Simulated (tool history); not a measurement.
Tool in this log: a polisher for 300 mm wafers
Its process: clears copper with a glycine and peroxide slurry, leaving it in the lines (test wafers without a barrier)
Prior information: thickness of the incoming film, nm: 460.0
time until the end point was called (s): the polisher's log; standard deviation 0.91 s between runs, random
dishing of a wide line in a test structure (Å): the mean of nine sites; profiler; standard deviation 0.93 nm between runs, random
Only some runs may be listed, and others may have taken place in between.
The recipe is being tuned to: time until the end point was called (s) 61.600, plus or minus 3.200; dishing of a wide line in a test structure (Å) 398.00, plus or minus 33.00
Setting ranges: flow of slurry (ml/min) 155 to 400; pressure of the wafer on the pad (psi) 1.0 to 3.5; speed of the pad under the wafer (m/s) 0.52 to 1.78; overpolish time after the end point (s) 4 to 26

run,hour,flow of slurry (ml/min),pressure of the wafer on the pad (psi),speed of the pad under the wafer (m/s),overpolish time after the end point (s),time until the end point was called (s),dishing of a wide line in a test structure (Å)
1,0.0,255,2.2,1.14,13,86.395,435.78
2,1.8,195,2.2,1.14,13,90.858,450.54
3,9.4,195,1.9,1.14,13,101.960,393.87
4,17.5,195,1.4,1.14,13,126.440,308.94
5,18.6,200,1.7,1.16,12,107.700,337.98
6,25.8,200,1.7,1.36,12,93.629,363.41
7,28.5,205,1.8,1.38,11,88.913,379.56
8,32.5,210,1.9,1.40,10,87.068,353.26

4 next moves are on the table. One of them brings every result within its allowed miss. Which?
A,36.5,210,2.1,1.48,11,?,?
B,36.5,200,2.3,1.72,8,?,?
C,36.5,185,1.7,1.16,14,?,?
D,36.5,255,2.0,0.94,14,?,?

move,time until the end point was called (s),dishing of a wide line in a test structure (Å)
A,74.881,427.32
B,61.321,386.69
C,109.980,376.70
D,109.510,382.58
A: closes in on the targets versus the last run, not all within tolerance yet
B: hits every target within its allowed miss
C: further off than the last run
D: further off than the last run
Answer: B
